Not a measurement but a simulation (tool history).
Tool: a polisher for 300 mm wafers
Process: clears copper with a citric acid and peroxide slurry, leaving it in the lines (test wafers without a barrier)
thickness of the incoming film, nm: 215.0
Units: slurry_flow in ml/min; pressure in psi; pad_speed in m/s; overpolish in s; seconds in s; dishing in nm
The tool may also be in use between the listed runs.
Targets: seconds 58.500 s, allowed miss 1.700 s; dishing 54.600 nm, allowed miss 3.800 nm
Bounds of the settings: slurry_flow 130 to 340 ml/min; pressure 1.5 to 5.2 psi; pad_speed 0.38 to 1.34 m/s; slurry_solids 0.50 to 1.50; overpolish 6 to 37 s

{"run": 1, "hour": 0.0, "slurry_flow": 220, "pressure": 3.3, "pad_speed": 0.86, "slurry_solids": 1.0, "overpolish": 19, "seconds": 103.92, "dishing": 25.528}
{"run": 2, "hour": 1.1, "slurry_flow": 270, "pressure": 3.3, "pad_speed": 0.86, "slurry_solids": 1.0, "overpolish": 19, "seconds": 103.02, "dishing": 25.46}
{"run": 3, "hour": 4.9, "slurry_flow": 270, "pressure": 3.9, "pad_speed": 0.88, "slurry_solids": 1.0, "overpolish": 21, "seconds": 84.798, "dishing": 33.274}
{"run": 4, "hour": 12.6, "slurry_flow": 270, "pressure": 4.3, "pad_speed": 0.88, "slurry_solids": 1.0, "overpolish": 22, "seconds": 77.341, "dishing": 37.376}
{"run": 5, "hour": 18.2, "slurry_flow": 270, "pressure": 4.8, "pad_speed": 0.88, "slurry_solids": 1.0, "overpolish": 22, "seconds": 69.727, "dishing": 41.12}
{"run": 6, "hour": 25.6, "slurry_flow": 305, "pressure": 4.8, "pad_speed": 0.88, "slurry_solids": 1.0, "overpolish": 22, "seconds": 67.229, "dishing": 39.884}
{"run": 7, "hour": 32.4, "slurry_flow": 305, "pressure": 4.9, "pad_speed": 0.9, "slurry_solids": 1.0, "overpolish": 23, "seconds": 64.935, "dishing": 43.352}
{"run": 8, "hour": 33.9, "slurry_flow": 305, "pressure": 5.0, "pad_speed": 0.92, "slurry_solids": 1.0, "overpolish": 24, "seconds": 63.185, "dishing": 44.701}

Which of these 4 next moves meets every target?
{"run": "A", "hour": 35.4, "slurry_flow": 295, "pressure": 5.2, "pad_speed": 0.98, "slurry_solids": 1.1, "overpolish": 25, "seconds": "?", "dishing": "?"}
{"run": "B", "hour": 35.4, "slurry_flow": 325, "pressure": 5.2, "pad_speed": 0.94, "slurry_solids": 1.05, "overpolish": 29, "seconds": "?", "dishing": "?"}
{"run": "C", "hour": 35.4, "slurry_flow": 255, "pressure": 5.1, "pad_speed": 0.84, "slurry_solids": 0.9, "overpolish": 20, "seconds": "?", "dishing": "?"}
{"run": "D", "hour": 35.4, "slurry_flow": 275, "pressure": 4.6, "pad_speed": 1.08, "slurry_solids": 1.25, "overpolish": 15, "seconds": "?", "dishing": "?"}

move=A seconds=56.448 dishing=50.387
move=B seconds=58.848 dishing=53.787
move=C seconds=70.738 dishing=36.974
move=D seconds=56.762 dishing=35.022
A: takes the result that was furthest off past its target
B: meets every target
C: further off than the last run
D: takes the result that was furthest off past its target
Answer: B
